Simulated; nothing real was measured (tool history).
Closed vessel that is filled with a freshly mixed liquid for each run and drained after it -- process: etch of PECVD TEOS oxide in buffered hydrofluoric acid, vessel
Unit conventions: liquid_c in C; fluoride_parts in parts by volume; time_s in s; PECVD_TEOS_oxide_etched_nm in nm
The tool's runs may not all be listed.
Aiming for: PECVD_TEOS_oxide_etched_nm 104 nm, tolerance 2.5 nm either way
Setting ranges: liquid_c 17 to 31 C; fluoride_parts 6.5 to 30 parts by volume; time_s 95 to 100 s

run	hour	liquid_c	fluoride_parts	time_s	PECVD_TEOS_oxide_etched_nm
1	0	23	19.5	95	61.605
2	8.6	23	17.5	95	68.624
3	17	26	17.5	95	81.28
4	21.6	24	17.5	95	72.196
5	27.1	24	13	95	97.166
6	30.7	24	7.5	95	163.52
7	39.7	23	7.5	95	154.58
8	47.7	22.5	7.5	95	151.96
# hour 49.6: hydrofluoric acid flow meter replaced
9	49.6	22	8	95	124.74
10	53.6	21	8	95	117.41
11	60.1	20	8	95	111.28
12	65.1	19.5	8	95	108.46

Below are 4 possible settings for the next run. Only one of them brings all results inside the allowed miss of their targets. Which is it?
A	70.1	22	9	95	?
B	70.1	17.5	7.5	95	?
C	70.1	22	10.5	95	?
D	70.1	18.5	7.5	95	?

move	PECVD_TEOS_oxide_etched_nm
A	109.26
B	103.46
C	97.507
D	109.5
A: lands further from the targets than the last run did
B: meets every target
C: the result that was furthest off in the last run now lies on the other side of its target
D: lands further from the targets than the last run did
The right move is B.
